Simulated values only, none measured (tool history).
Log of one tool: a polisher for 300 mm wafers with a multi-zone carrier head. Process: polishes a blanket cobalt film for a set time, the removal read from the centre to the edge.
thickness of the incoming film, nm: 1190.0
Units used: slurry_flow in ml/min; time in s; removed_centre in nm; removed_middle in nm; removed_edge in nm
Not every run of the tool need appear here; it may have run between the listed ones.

run 1 hour=0 | slurry_flow=155 centre_zone=1 middle_zone=1 edge_zone=1 time=65 | removed_centre=243.85 removed_middle=246.33 removed_edge=246.09
run 2 hour=6.2 | slurry_flow=155 centre_zone=1 middle_zone=1.02 edge_zone=0.96 time=60 | removed_centre=224.31 removed_middle=233.33 removed_edge=229.41
run 3 hour=14.7 | slurry_flow=155 centre_zone=1 middle_zone=1.02 edge_zone=0.96 time=72 | removed_centre=271.85 removed_middle=285.17 removed_edge=272.01
run 4 hour=19.5 | slurry_flow=155 centre_zone=1 middle_zone=1.02 edge_zone=0.96 time=61 | removed_centre=232.58 removed_middle=235.25 removed_edge=228.44
-- hour=26 worn pad replaced by a new one
run 5 hour=26 | slurry_flow=180 centre_zone=1 middle_zone=1.02 edge_zone=0.96 time=61 | removed_centre=267.22 removed_middle=276.31 removed_edge=265.66
run 6 hour=27.2 | slurry_flow=160 centre_zone=1.02 middle_zone=1.05 edge_zone=0.93 time=60 | removed_centre=262.66 removed_middle=272.87 removed_edge=258.6
run 7 hour=31.8 | slurry_flow=145 centre_zone=1.02 middle_zone=1.04 edge_zone=0.9 time=57 | removed_centre=246.93 removed_middle=253.51 removed_edge=234.95
run 8 hour=32.9 | slurry_flow=135 centre_zone=1.01 middle_zone=1.04 edge_zone=0.88 time=53 | removed_centre=224.13 removed_middle=234.63 removed_edge=220.08
run 9 hour=40 | slurry_flow=180 centre_zone=1.05 middle_zone=1.11 edge_zone=0.83 time=35 | removed_centre=159.99 removed_middle=167.25 removed_edge=146.72

Run 10 has not been measured yet. What should we expect?
run 10 hour=45.7 | slurry_flow=180 centre_zone=1.06 middle_zone=1.12 edge_zone=0.83 time=36 | removed_centre=? removed_middle=? removed_edge=?

{"run 10": {"removed_centre": 167.54, "removed_middle": 177.94, "removed_edge": 150.87}}

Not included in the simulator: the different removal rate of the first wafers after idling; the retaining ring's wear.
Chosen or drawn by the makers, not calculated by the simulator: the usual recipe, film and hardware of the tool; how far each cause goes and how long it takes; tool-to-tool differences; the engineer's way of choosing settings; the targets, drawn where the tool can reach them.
